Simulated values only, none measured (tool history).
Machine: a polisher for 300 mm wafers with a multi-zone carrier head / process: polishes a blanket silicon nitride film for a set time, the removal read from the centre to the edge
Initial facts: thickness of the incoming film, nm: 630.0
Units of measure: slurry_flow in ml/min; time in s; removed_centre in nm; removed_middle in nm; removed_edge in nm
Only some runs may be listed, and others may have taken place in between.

{"run": 1, "hour": 0.0, "slurry_flow": 160, "centre_zone": 1, "middle_zone": 1, "edge_zone": 1, "time": 41, "removed_centre": 127.42, "removed_middle": 126.79, "removed_edge": 126.07}
{"run": 2, "hour": 0.8, "slurry_flow": 150, "centre_zone": 0.98, "middle_zone": 1.03, "edge_zone": 0.95, "time": 41, "removed_centre": 125.03, "removed_middle": 127.16, "removed_edge": 118.84}
{"run": 3, "hour": 9.3, "slurry_flow": 140, "centre_zone": 0.95, "middle_zone": 1.06, "edge_zone": 0.94, "time": 41, "removed_centre": 117.34, "removed_middle": 129.73, "removed_edge": 118.28}
{"run": 4, "hour": 16.0, "slurry_flow": 155, "centre_zone": 0.95, "middle_zone": 1.06, "edge_zone": 0.94, "time": 41, "removed_centre": 119.85, "removed_middle": 132.65, "removed_edge": 120.59}
{"run": 5, "hour": 18.5, "slurry_flow": 155, "centre_zone": 0.95, "middle_zone": 1.06, "edge_zone": 0.87, "time": 41, "removed_centre": 121.64, "removed_middle": 132.18, "removed_edge": 115.46}
{"run": 6, "hour": 19.5, "slurry_flow": 155, "centre_zone": 0.95, "middle_zone": 1.06, "edge_zone": 0.87, "time": 47, "removed_centre": 137.18, "removed_middle": 153.18, "removed_edge": 132.66}
{"run": 7, "hour": 21.4, "slurry_flow": 145, "centre_zone": 0.93, "middle_zone": 1.06, "edge_zone": 0.85, "time": 45, "removed_centre": 130.64, "removed_middle": 144.52, "removed_edge": 122.87}
{"run": 8, "hour": 29.7, "slurry_flow": 135, "centre_zone": 0.9, "middle_zone": 1.05, "edge_zone": 0.85, "time": 44, "removed_centre": 118.19, "removed_middle": 135.22, "removed_edge": 120.59}

Run 9 has not been measured yet. What should we expect?
{"run": 9, "hour": 37.5, "slurry_flow": 125, "centre_zone": 0.9, "middle_zone": 1.06, "edge_zone": 0.84, "time": 43, "removed_centre": "?", "removed_middle": "?", "removed_edge": "?"}

Run 9 produced removed_centre 115.4 nm, removed_middle 131.68 nm, removed_edge 115.11 nm.

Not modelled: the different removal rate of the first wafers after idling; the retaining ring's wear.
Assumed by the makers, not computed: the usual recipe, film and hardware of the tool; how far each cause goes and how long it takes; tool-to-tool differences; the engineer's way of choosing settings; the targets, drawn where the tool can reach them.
